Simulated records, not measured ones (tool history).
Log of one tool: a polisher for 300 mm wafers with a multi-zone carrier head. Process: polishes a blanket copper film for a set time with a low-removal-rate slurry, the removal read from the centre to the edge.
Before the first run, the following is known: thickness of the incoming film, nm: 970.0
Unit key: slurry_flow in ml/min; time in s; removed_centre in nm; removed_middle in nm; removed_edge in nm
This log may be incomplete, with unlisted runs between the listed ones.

run  hour  slurry_flow  centre_zone  middle_zone  edge_zone  slurry_solids  time  removed_centre  removed_middle  removed_edge
  1     0          125            1            1          1              1    69          186.33          182.91        186.23
  2   6.5          120         1.01         0.98       0.98            0.9    67           175.6          169.69        173.93
  3  13.8          120         1.02         0.96       0.96           0.85    66          172.17          166.11        168.93
  4    16          130         1.02         0.96       0.96           0.85    66          172.84           164.7        170.36
  5  23.5          125         1.03         0.94       0.94            0.8    65          172.66           157.8        164.63
  6  25.8          125         1.07         0.94       0.94            0.8    65          176.95          159.67         165.7
  7  29.2          125         1.07         0.93       0.92           0.75    64          171.85          152.74        156.92
  8  36.3          120         1.07         0.92       0.91            0.7    64           169.4          147.43        154.18
  9  45.2          115         1.06         0.91        0.9           0.65    64          165.84             143        149.32
 10  51.5          110         1.05          0.9       0.89           0.65    64          161.97           140.6        150.17
 11  60.2          110         1.05          0.9       0.89           0.65    64          160.43          144.69        150.46
 12  67.8           85         1.07         0.84       0.82            0.5    62          139.07          117.94         128.3

For run 13, what comes out?
 13  69.3           90         1.07         0.84       0.82            0.5    62               ?               ?             ?

Run 13 yielded removed_centre 142.12 nm, removed_middle 120.55 nm, removed_edge 127.86 nm.
